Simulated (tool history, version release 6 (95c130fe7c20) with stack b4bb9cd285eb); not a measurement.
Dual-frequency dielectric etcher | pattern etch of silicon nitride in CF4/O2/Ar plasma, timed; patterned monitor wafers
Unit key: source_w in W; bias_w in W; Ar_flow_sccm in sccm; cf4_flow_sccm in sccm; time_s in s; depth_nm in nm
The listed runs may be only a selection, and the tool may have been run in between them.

run,hour,source_w,bias_w,Ar_flow_sccm,cf4_flow_sccm,time_s,depth_nm
1,0.0,440,60,135,134,8,14.391
2,7.8,440,60,135,111,8,13.902
3,10.5,450,60,135,111,8,14.130
4,16.9,460,60,135,111,8,14.296
5,24.5,470,60,135,111,8,14.496
6,25.0,470,60,148,111,8,14.236
7,33.1,480,60,148,111,8,14.369
8,40.3,490,60,148,111,8,14.546
9,46.1,500,60,148,111,8,14.758
10,47.7,510,60,148,111,8,14.878
11,51.2,520,60,148,111,8,15.131
12,60.0,530,60,148,111,8,15.237

Run 13 has not been measured yet. What should we expect?
13,66.2,540,60,148,111,8,?

Run 13 gave depth_nm 15.392 nm.
